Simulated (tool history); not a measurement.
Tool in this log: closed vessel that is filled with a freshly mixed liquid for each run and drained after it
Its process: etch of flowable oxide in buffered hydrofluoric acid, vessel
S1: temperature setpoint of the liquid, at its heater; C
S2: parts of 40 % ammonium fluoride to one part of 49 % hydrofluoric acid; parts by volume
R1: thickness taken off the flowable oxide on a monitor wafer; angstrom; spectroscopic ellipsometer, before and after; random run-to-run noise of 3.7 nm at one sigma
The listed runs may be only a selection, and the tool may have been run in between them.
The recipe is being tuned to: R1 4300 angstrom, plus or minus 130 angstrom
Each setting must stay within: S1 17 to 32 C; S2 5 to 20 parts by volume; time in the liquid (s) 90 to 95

Run 1, hour 0: S1 25 C, S2 12 parts by volume, time in the liquid (s) 90. Result: R1 2956.9 angstrom.
Run 2, hour 4.2: S1 26.5 C, S2 12 parts by volume, time in the liquid (s) 90. Result: R1 3278.3 angstrom.
Run 3, hour 13: S1 27.5 C, S2 12 parts by volume, time in the liquid (s) 90. Result: R1 3400.2 angstrom.
Run 4, hour 18.1: S1 27.5 C, S2 12 parts by volume, time in the liquid (s) 90. Result: R1 3441.8 angstrom.
Run 5, hour 25: S1 27.5 C, S2 12 parts by volume, time in the liquid (s) 95. Result: R1 3571.8 angstrom.
Run 6, hour 33.8: S1 27.5 C, S2 12 parts by volume, time in the liquid (s) 95. Result: R1 3575.2 angstrom.
Run 7, hour 41.5: S1 28.5 C, S2 12 parts by volume, time in the liquid (s) 95. Result: R1 3815 angstrom.
Run 8, hour 48: S1 29 C, S2 12 parts by volume, time in the liquid (s) 95. Result: R1 3904.9 angstrom.

5 next moves are on the table. One of them brings every result within its allowed miss. Which?
Run A, hour 54.5: S1 30 C, S2 12 parts by volume, time in the liquid (s) 95. Result: R1 ?.
Run B, hour 54.5: S1 25 C, S2 8.5 parts by volume, time in the liquid (s) 95. Result: R1 ?.
Run C, hour 54.5: S1 28 C, S2 12.5 parts by volume, time in the liquid (s) 95. Result: R1 ?.
Run D, hour 54.5: S1 27.5 C, S2 10.5 parts by volume, time in the liquid (s) 90. Result: R1 ?.
Run E, hour 54.5: S1 27 C, S2 10.5 parts by volume, time in the liquid (s) 95. Result: R1 ?.

move      R1
   A  4129.6
   B  4318.2
   C  3570.5
   D  3901.3
   E  4009.5
A: gains on the last run, yet a result remains outside its allowed miss
B: hits every target within its allowed miss
C: further off than the last run
D: just as far off the targets as the last run
E: gains on the last run, yet a result remains outside its allowed miss
Correct choice: B, which meets every target

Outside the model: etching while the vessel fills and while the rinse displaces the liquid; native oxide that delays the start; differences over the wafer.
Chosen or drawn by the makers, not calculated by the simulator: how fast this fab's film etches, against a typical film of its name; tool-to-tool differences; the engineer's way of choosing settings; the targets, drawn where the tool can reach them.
